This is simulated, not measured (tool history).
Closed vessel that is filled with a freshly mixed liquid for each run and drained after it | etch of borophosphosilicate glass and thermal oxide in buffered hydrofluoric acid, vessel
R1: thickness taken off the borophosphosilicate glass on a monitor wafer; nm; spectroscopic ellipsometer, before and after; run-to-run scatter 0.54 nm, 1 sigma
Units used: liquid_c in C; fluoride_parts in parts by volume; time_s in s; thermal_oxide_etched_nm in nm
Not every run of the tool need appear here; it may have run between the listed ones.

run 1 hour=0 | liquid_c=25 fluoride_parts=12 time_s=60 | R1=95.486 thermal_oxide_etched_nm=66.511
run 2 hour=3.2 | liquid_c=25 fluoride_parts=12 time_s=40 | R1=62.934 thermal_oxide_etched_nm=43.799
run 3 hour=9.7 | liquid_c=25 fluoride_parts=12 time_s=65 | R1=102.51 thermal_oxide_etched_nm=71.662
run 4 hour=16.4 | liquid_c=24 fluoride_parts=12 time_s=65 | R1=98.93 thermal_oxide_etched_nm=68.195
run 5 hour=20.6 | liquid_c=23.5 fluoride_parts=12 time_s=65 | R1=94.015 thermal_oxide_etched_nm=65.675
run 6 hour=24.2 | liquid_c=23 fluoride_parts=12 time_s=65 | R1=92.424 thermal_oxide_etched_nm=64.253
-- hour=32.8 thermometer replaced
run 7 hour=32.8 | liquid_c=22.5 fluoride_parts=12 time_s=65 | R1=81.623 thermal_oxide_etched_nm=57.245

Estimate the outcome of run 8 from the log above:
run 8 hour=38.6 | liquid_c=22 fluoride_parts=12 time_s=65 | R1=? thermal_oxide_etched_nm=?

{"run 8": {"R1": 79.336, "thermal_oxide_etched_nm": 55.799}}

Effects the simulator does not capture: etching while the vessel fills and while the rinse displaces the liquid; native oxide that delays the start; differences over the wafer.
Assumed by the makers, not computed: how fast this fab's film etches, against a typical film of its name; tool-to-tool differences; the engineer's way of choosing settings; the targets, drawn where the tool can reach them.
